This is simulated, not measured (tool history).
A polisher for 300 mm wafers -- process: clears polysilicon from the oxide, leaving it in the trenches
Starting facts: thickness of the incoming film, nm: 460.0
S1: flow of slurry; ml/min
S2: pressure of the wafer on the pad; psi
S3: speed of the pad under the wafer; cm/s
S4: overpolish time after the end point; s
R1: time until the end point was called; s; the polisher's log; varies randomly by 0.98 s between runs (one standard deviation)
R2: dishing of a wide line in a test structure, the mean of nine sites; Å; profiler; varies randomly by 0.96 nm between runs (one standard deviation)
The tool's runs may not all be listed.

run	day	S1	S2	S3	S4	R1	R2
1	0	145	1.9	90	11	56.681	523.91
2	0.242	125	1.9	90	11	57.585	510.86
3	0.475	125	1.7	90	12	63.746	518.08
4	0.712	110	1.7	90	12	65.612	487.93
5	0.75	110	1.7	112	12	53.517	553.11
6	0.938	110	1.7	112	14	53.74	576.35
7	1.296	105	1.5	108	14	63.636	522.95
8	1.671	105	1.4	106	15	68.244	531.54
9	1.704	105	1.3	104	15	74.994	521.72
10	1.771	105	1.2	104	15	81.056	514.49

Estimate the outcome of run 11 from the log above:
11	2.042	100	0.9	102	14	?	?

R1: 110.71 s
R2: 414.43 Å
